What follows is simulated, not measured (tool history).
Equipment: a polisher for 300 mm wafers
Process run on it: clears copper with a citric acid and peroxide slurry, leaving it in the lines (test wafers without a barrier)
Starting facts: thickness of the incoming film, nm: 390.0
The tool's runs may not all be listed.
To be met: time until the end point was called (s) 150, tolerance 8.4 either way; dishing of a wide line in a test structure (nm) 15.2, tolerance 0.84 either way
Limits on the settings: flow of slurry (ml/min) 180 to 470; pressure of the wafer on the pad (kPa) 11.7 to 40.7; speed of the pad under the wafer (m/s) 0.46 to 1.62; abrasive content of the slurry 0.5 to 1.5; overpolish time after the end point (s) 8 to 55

run	hour	flow of slurry (ml/min)	pressure of the wafer on the pad (kPa)	speed of the pad under the wafer (m/s)	abrasive content of the slurry	overpolish time after the end point (s)	time until the end point was called (s)	dishing of a wide line in a test structure (nm)
1	0	300	26.2	1.04	1	28	118.03	48.859
2	0.9	295	22.1	1.06	1	22	131.15	37.191
3	3.6	260	19.3	1.1	0.9	18	150.73	30.351
4	5.8	235	17.2	1.2	0.8	15	150.5	24.943
5	9.2	220	15.9	1.28	0.7	13	159.81	21.632
6	16.1	210	14.5	1.38	0.65	12	163.45	20.06
7	22.5	210	14.5	1.38	0.65	12	158.69	20
8	29.3	210	14.5	1.38	0.65	12	164.85	20.468
9	38	205	11.7	1.5	0.6	8	176.02	12.751
10	39.7	205	12.4	1.52	0.6	8	172.64	13.655
11	40.3	215	15.9	1.56	0.65	8	135.29	16.593

Pick the move, out of 4, that brings all results within their allowed miss; only one does.
A	40.9	205	15.9	1.52	0.7	9	?	?
B	40.9	240	13.1	1.6	0.65	8	?	?
C	40.9	200	15.9	1.62	0.65	8	?	?
D	40.9	230	11.7	1.56	0.55	8	?	?

move	time until the end point was called (s)	dishing of a wide line in a test structure (nm)
A	135.65	17.915
B	148.77	14.857
C	129.45	16.842
D	170.77	13.115
A: further off than the last run
B: all results in spec
C: further off than the last run
D: takes the result that was furthest off past its target
Move B is the one to make.
